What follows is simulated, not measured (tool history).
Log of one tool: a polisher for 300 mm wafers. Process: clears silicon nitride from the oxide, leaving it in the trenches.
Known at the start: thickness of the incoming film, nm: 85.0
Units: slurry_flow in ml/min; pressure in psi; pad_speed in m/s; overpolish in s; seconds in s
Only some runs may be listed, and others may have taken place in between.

{"run": 1, "hour": 0.0, "slurry_flow": 255, "pressure": 3.3, "pad_speed": 1.18, "overpolish": 5, "seconds": 72.372}
{"run": 2, "hour": 3.2, "slurry_flow": 205, "pressure": 3.3, "pad_speed": 1.18, "overpolish": 5, "seconds": 75.759}
{"run": 3, "hour": 5.2, "slurry_flow": 265, "pressure": 3.3, "pad_speed": 1.18, "overpolish": 5, "seconds": 73.412}
{"run": 4, "hour": 11.5, "slurry_flow": 295, "pressure": 3.3, "pad_speed": 1.18, "overpolish": 5, "seconds": 73.137}
{"run": 5, "hour": 20.4, "slurry_flow": 295, "pressure": 2.9, "pad_speed": 1.18, "overpolish": 5, "seconds": 79.308}
{"run": 6, "hour": 21.0, "slurry_flow": 295, "pressure": 3.4, "pad_speed": 1.2, "overpolish": 5, "seconds": 69.278}
{"run": 7, "hour": 29.6, "slurry_flow": 295, "pressure": 3.7, "pad_speed": 1.22, "overpolish": 5, "seconds": 64.942}
{"run": 8, "hour": 37.4, "slurry_flow": 295, "pressure": 4, "pad_speed": 1.24, "overpolish": 5, "seconds": 59.795}

The next listed run, before its measurement:
{"run": 9, "hour": 43.7, "slurry_flow": 295, "pressure": 4.2, "pad_speed": 1.24, "overpolish": 5, "seconds": "?"}

Run 9 yielded seconds 57.215 s.
